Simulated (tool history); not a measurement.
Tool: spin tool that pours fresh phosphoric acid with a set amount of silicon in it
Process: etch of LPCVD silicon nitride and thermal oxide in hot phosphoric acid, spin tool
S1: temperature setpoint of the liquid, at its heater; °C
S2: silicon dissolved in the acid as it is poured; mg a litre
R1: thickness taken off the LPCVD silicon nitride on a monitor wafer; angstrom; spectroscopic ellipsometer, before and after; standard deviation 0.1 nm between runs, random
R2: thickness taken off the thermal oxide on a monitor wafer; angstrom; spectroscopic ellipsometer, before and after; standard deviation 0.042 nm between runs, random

Run 1, hour 0.0: S1 161.0 °C, S2 19.0 mg a litre, time under the liquid (s) 180. Result: R1 129.68 angstrom, R2 3.2565 angstrom.
Run 2, hour 3.6: S1 162.0 °C, S2 20.5 mg a litre, time under the liquid (s) 185. Result: R1 137.77 angstrom, R2 2.9754 angstrom.
Run 3, hour 8.1: S1 162.0 °C, S2 29.0 mg a litre, time under the liquid (s) 185. Result: R1 139.13 angstrom, R2 2.7916 angstrom.
Run 4, hour 10.8: S1 160.5 °C, S2 29.0 mg a litre, time under the liquid (s) 185. Result: R1 129.92 angstrom, R2 2.0865 angstrom.
Run 5, hour 19.1: S1 161.5 °C, S2 29.0 mg a litre, time under the liquid (s) 185. Result: R1 136.40 angstrom, R2 2.4158 angstrom.
Run 6, hour 27.8: S1 161.5 °C, S2 20.0 mg a litre, time under the liquid (s) 185. Result: R1 134.83 angstrom, R2 3.0027 angstrom.
Run 7, hour 29.5: S1 162.5 °C, S2 20.5 mg a litre, time under the liquid (s) 190. Result: R1 142.70 angstrom, R2 3.5897 angstrom.
Run 8, hour 37.8: S1 163.0 °C, S2 22.5 mg a litre, time under the liquid (s) 195. Result: R1 150.64 angstrom, R2 4.1103 angstrom.
Run 9, hour 46.1: S1 163.5 °C, S2 25.0 mg a litre, time under the liquid (s) 195. Result: R1 151.69 angstrom, R2 3.7469 angstrom.
Run 10, hour 47.5: S1 164.0 °C, S2 26.0 mg a litre, time under the liquid (s) 195. Result: R1 154.89 angstrom, R2 3.1096 angstrom.
Run 11, hour 54.4: S1 164.5 °C, S2 24.5 mg a litre, time under the liquid (s) 195. Result: R1 157.39 angstrom, R2 3.9919 angstrom.
Run 12, hour 60.7: S1 164.5 °C, S2 25.0 mg a litre, time under the liquid (s) 195. Result: R1 156.83 angstrom, R2 3.8684 angstrom.
Run 13, hour 66.5: S1 165.0 °C, S2 25.5 mg a litre, time under the liquid (s) 195. Result: R1 159.89 angstrom, R2 4.3977 angstrom.
Run 14, hour 68.9: S1 165.0 °C, S2 26.5 mg a litre, time under the liquid (s) 195. Result: R1 159.26 angstrom, R2 3.6897 angstrom.
Run 15, hour 70.9: S1 165.0 °C, S2 26.0 mg a litre, time under the liquid (s) 195. Result: R1 159.93 angstrom, R2 3.7533 angstrom.

Estimate the outcome of run 16 from the log above:
Run 16, hour 78.9: S1 165.0 °C, S2 25.5 mg a litre, time under the liquid (s) 195. Result: R1 ?, R2 ?.

R1: 159.34 angstrom
R2: 3.8392 angstrom
